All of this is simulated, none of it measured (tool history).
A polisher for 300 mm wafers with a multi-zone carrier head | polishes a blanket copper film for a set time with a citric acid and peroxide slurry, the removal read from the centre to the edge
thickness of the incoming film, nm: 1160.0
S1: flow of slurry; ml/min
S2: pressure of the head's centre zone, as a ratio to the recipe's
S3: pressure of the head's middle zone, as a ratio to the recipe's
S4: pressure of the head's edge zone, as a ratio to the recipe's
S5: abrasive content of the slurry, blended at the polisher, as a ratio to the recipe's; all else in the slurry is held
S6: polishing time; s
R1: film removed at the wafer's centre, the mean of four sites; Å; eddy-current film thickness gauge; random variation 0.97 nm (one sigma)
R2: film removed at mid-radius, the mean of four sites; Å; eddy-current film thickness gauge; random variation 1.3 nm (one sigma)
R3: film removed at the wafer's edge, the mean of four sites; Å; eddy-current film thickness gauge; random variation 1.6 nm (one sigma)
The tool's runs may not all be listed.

Run 1, hour 0.0: S1 260 ml/min, S2 1.00, S3 1.00, S4 1.00, S5 1.00, S6 73 s. Result: R1 1322.3 Å, R2 1279.9 Å, R3 1337.2 Å.
Run 2, hour 3.5: S1 260 ml/min, S2 1.00, S3 1.00, S4 0.93, S5 1.00, S6 73 s. Result: R1 1290.5 Å, R2 1315.2 Å, R3 1261.4 Å.
Run 3, hour 11.1: S1 260 ml/min, S2 1.00, S3 1.00, S4 0.93, S5 1.15, S6 73 s. Result: R1 1352.5 Å, R2 1324.6 Å, R3 1310.9 Å.
Run 4, hour 12.0: S1 255 ml/min, S2 1.01, S3 0.98, S4 0.94, S5 1.10, S6 72 s. Result: R1 1320.3 Å, R2 1329.1 Å, R3 1341.8 Å.
Run 5, hour 19.9: S1 275 ml/min, S2 1.03, S3 0.98, S4 0.97, S5 1.00, S6 70 s. Result: R1 1297.9 Å, R2 1251.2 Å, R3 1283.9 Å.
Run 6, hour 27.0: S1 290 ml/min, S2 1.05, S3 0.97, S4 0.99, S5 0.95, S6 68 s. Result: R1 1304.9 Å, R2 1190.3 Å, R3 1218.9 Å.
Run 7, hour 31.8: S1 290 ml/min, S2 1.06, S3 0.95, S4 1.00, S5 0.90, S6 67 s. Result: R1 1253.7 Å, R2 1114.9 Å, R3 1221.7 Å.
Run 8, hour 35.2: S1 295 ml/min, S2 1.07, S3 0.94, S4 1.00, S5 0.85, S6 67 s. Result: R1 1243.3 Å, R2 1113.3 Å, R3 1200.6 Å.

Forecast run 9:
Run 9, hour 43.9: S1 300 ml/min, S2 1.08, S3 0.93, S4 1.00, S5 0.80, S6 67 s. Result: R1 ?, R2 ?, R3 ?.

{"run 9": {"R1": 1274.9, "R2": 1074.0, "R3": 1181.4}}

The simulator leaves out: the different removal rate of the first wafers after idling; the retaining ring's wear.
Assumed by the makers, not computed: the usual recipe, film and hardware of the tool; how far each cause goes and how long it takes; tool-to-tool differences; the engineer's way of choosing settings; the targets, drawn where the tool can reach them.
